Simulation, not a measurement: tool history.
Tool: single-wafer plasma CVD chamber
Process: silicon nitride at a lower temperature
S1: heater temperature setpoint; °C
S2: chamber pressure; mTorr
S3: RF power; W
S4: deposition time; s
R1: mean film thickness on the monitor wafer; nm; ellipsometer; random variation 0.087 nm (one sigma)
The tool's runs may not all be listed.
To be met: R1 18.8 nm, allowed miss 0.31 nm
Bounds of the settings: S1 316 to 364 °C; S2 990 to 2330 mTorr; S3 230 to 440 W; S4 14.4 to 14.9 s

run,hour,S1,S2,S3,S4,R1
1,0,340,1660,335,14.4,17.133
2,7.7,346,1660,335,14.4,17.155
3,12.5,346,1660,295,14.4,15.722
4,19.1,346,1830,310,14.4,16.701
5,26.4,346,1960,320,14.4,17.223
6,30.7,346,2040,330,14.4,17.897
7,37.8,346,2040,330,14.4,17.947
8,44.1,346,2110,330,14.4,18.033
9,47.8,346,2160,335,14.4,18.246

4 next moves are on the table. One of them brings every result within its allowed miss. Which?
A,51.5,349,2010,325,14.4,?
B,51.5,342,2330,340,14.4,?
C,51.5,350,1940,335,14.7,?
D,51.5,348,2050,330,14.4,?

move,R1
A,17.442
B,18.689
C,17.992
D,17.714
A: further off than the last run
B: meets every target
C: further off than the last run
D: further off than the last run
The right move is B.
